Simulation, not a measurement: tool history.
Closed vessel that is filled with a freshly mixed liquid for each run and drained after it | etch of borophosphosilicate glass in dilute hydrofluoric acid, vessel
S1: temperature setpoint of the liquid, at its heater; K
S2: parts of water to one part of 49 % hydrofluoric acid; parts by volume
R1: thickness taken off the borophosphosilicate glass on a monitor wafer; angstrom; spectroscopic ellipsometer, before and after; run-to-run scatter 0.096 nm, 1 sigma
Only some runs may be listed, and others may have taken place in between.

run 1 hour=0.0 | S1=294.15 S2=80 time_in_the_liquid_(s)=35 | R1=162.01
run 2 hour=8.8 | S1=297.65 S2=80 time_in_the_liquid_(s)=35 | R1=188.67
run 3 hour=17.6 | S1=294.15 S2=80 time_in_the_liquid_(s)=35 | R1=162.88
run 4 hour=18.9 | S1=294.15 S2=80 time_in_the_liquid_(s)=35 | R1=161.26
run 5 hour=22.5 | S1=293.65 S2=80 time_in_the_liquid_(s)=35 | R1=161.75
run 6 hour=24.4 | S1=293.15 S2=80 time_in_the_liquid_(s)=35 | R1=155.81
run 7 hour=27.2 | S1=292.65 S2=80 time_in_the_liquid_(s)=35 | R1=151.61

Run 8 comes next. What will it give?
run 8 hour=30.6 | S1=292.15 S2=80 time_in_the_liquid_(s)=35 | R1=?

Run 8 yielded R1 148.79 angstrom.

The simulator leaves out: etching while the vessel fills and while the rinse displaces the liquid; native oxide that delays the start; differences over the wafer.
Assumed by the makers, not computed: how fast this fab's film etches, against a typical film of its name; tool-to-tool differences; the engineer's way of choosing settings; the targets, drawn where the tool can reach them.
